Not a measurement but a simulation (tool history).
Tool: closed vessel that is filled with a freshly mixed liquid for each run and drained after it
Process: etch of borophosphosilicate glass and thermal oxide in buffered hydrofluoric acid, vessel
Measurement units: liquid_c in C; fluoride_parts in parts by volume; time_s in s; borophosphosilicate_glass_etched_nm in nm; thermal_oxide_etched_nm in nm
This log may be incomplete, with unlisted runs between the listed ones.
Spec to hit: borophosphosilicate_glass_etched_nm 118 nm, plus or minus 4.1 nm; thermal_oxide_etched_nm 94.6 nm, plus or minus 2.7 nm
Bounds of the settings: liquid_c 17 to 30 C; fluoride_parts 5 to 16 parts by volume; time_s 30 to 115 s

| run | day | liquid_c | fluoride_parts | time_s | borophosphosilicate_glass_etched_nm | thermal_oxide_etched_nm |
|---|---|---|---|---|---|---|
| 1 | 0 | 22 | 9.5 | 60 | 78.967 | 62.942 |
| 2 | 0.129 | 23.5 | 9.5 | 60 | 83.698 | 68.435 |
| 3 | 0.317 | 23.5 | 8.5 | 60 | 93.9 | 75.493 |
| 4 | 0.4 | 23.5 | 8.5 | 45 | 70.814 | 56.723 |
| 5 | 0.683 | 25.5 | 8.5 | 45 | 77.913 | 62.757 |
| 6 | 0.938 | 26.5 | 8 | 45 | 88.733 | 70.628 |
| 7 | 0.967 | 27.5 | 8 | 45 | 95.548 | 74.937 |
| 8 | 1.254 | 28 | 8 | 45 | 96.071 | 77.375 |
| 9 | 1.308 | 28.5 | 8 | 45 | 99.098 | 79.552 |
| 10 | 1.446 | 29 | 8 | 45 | 101.14 | 80.548 |
| 11 | 1.738 | 29.5 | 7.5 | 45 | 111.62 | 88.674 |

4 next moves are on the table. One of them brings every result within its allowed miss. Which?
| A | 2.029 | 27 | 12.5 | 75 | ? | ? |
| B | 2.029 | 29 | 7 | 40 | ? | ? |
| C | 2.029 | 29 | 5 | 30 | ? | ? |
| D | 2.029 | 29.5 | 8.5 | 55 | ? | ? |

| move | borophosphosilicate_glass_etched_nm | thermal_oxide_etched_nm |
|---|---|---|
| A | 100.23 | 81.003 |
| B | 103.99 | 83.718 |
| C | 104.66 | 83.688 |
| D | 118.74 | 95.824 |
A: lands further from the targets than the last run did
B: lands further from the targets than the last run did
C: lands further from the targets than the last run did
D: each result inside its tolerance
So the answer is move D, the one that meets all the targets.
